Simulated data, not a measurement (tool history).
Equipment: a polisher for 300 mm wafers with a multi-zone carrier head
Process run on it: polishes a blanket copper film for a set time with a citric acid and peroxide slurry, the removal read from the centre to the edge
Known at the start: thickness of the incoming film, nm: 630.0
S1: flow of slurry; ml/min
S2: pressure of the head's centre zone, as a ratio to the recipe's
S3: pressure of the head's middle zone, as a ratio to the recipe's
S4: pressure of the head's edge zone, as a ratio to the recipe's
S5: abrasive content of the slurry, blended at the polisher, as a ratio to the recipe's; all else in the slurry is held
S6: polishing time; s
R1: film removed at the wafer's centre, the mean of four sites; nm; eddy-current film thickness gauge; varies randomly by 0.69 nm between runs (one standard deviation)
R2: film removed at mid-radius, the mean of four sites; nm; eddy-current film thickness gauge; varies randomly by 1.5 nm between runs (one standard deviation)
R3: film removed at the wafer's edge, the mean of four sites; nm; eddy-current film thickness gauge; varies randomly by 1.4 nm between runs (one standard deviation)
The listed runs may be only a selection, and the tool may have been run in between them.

{"run": 1, "hour": 0.0, "S1": 220, "S2": 1, "S3": 1, "S4": 1, "S5": 1, "S6": 66, "R1": 123.12, "R2": 126.19, "R3": 126.12}
{"run": 2, "hour": 8.1, "S1": 210, "S2": 0.98, "S3": 0.99, "S4": 0.96, "S5": 0.95, "S6": 66, "R1": 117.73, "R2": 120.61, "R3": 120.41}
{"run": 3, "hour": 10.2, "S1": 200, "S2": 0.96, "S3": 0.99, "S4": 0.93, "S5": 0.95, "S6": 66, "R1": 113.93, "R2": 120.15, "R3": 115.88}
{"run": 4, "hour": 18.0, "S1": 200, "S2": 0.96, "S3": 0.99, "S4": 0.93, "S5": 0.95, "S6": 52, "R1": 89.573, "R2": 96.719, "R3": 92.686}
{"run": 5, "hour": 25.4, "S1": 200, "S2": 0.96, "S3": 0.9, "S4": 0.93, "S5": 0.95, "S6": 52, "R1": 89.859, "R2": 88.055, "R3": 93.481}
{"run": 6, "hour": 33.7, "S1": 220, "S2": 0.97, "S3": 0.94, "S4": 0.96, "S5": 1, "S6": 52, "R1": 94.29, "R2": 97.074, "R3": 97.212}

The next listed run, before its measurement:
{"run": 7, "hour": 39.8, "S1": 240, "S2": 0.97, "S3": 0.95, "S4": 0.98, "S5": 1, "S6": 52, "R1": "?", "R2": "?", "R3": "?"}

{"run 7": {"R1": 96.173, "R2": 97.973, "R3": 99.981}}
